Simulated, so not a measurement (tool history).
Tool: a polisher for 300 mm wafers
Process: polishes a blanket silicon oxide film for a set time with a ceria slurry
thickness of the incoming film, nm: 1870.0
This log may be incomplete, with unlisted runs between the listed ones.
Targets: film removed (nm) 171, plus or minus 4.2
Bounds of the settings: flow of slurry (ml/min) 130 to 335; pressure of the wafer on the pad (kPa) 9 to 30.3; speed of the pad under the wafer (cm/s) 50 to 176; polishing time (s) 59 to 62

run,hour,flow of slurry (ml/min),pressure of the wafer on the pad (kPa),speed of the pad under the wafer (cm/s),polishing time (s),film removed (nm)
1,0,215,19.3,112,59,272.01
2,3.5,215,19.3,112,59,273.68
3,8,210,16.5,112,59,233.75
4,16.7,210,16.5,112,62,245.43
5,24.8,200,14.5,112,62,216.34
6,29.2,200,14.5,112,59,205.97
7,30.8,190,13.8,112,59,193.19
8,33.2,175,13.1,112,59,182
9,38.5,165,13.1,112,59,179.86

Pick the move, out of 5, that brings all results within their allowed miss; only one does.
A,43.8,165,12.4,120,61,?
B,43.8,130,13.8,108,60,?
C,43.8,140,12.4,118,62,?
D,43.8,230,13.8,90,62,?
E,43.8,180,13.1,122,59,?

move,film removed (nm)
A,190.31
B,179.19
C,184.92
D,171.43
E,199.32
A: the biggest miss grows against the last run
B: nearer the targets than the last run, but a result is still out of spec
C: the biggest miss grows against the last run
D: hits every target within its allowed miss
E: the biggest miss grows against the last run
Correct choice: D, which meets every target

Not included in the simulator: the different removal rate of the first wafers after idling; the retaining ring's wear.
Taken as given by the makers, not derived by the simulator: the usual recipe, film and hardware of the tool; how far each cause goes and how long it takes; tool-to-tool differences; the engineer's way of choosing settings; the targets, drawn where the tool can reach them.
